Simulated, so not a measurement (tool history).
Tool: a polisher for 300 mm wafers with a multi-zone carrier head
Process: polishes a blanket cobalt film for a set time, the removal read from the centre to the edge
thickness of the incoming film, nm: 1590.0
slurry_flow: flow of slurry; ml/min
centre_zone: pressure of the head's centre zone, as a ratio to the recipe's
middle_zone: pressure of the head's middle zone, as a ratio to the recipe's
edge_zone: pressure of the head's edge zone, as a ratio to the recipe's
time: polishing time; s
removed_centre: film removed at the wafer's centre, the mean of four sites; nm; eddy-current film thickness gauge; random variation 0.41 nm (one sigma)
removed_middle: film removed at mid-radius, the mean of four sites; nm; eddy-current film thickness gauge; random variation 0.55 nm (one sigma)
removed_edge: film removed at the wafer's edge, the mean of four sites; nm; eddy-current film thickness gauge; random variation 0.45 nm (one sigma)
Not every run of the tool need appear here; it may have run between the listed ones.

run	day	slurry_flow	centre_zone	middle_zone	edge_zone	time	removed_centre	removed_middle	removed_edge
1	0.000	215	1.00	1.00	1.00	32	112.460	111.250	115.920
2	0.146	215	1.00	1.00	1.00	36	124.590	125.740	130.430
3	0.242	215	0.99	0.99	0.98	33	112.660	113.460	117.280
4	0.542	215	0.99	1.07	0.98	33	112.850	122.830	119.120
5	0.825	175	0.99	1.07	0.98	33	109.500	119.150	115.860
6	0.888	175	0.99	1.07	0.89	33	110.780	119.360	110.950
7	1.083	185	0.98	0.97	0.83	24	80.049	80.220	77.903
8	1.162	185	0.98	0.97	0.83	24	80.211	79.767	79.072
9	1.346	185	0.98	0.96	0.83	23	76.306	77.007	75.254
10	1.621	185	0.98	0.95	0.83	23	76.572	75.710	74.869

Forecast run 11:
11	1.833	180	0.98	0.94	0.83	23	?	?	?

Run 11 yielded removed_centre 75.877 nm, removed_middle 73.645 nm, removed_edge 75.262 nm.
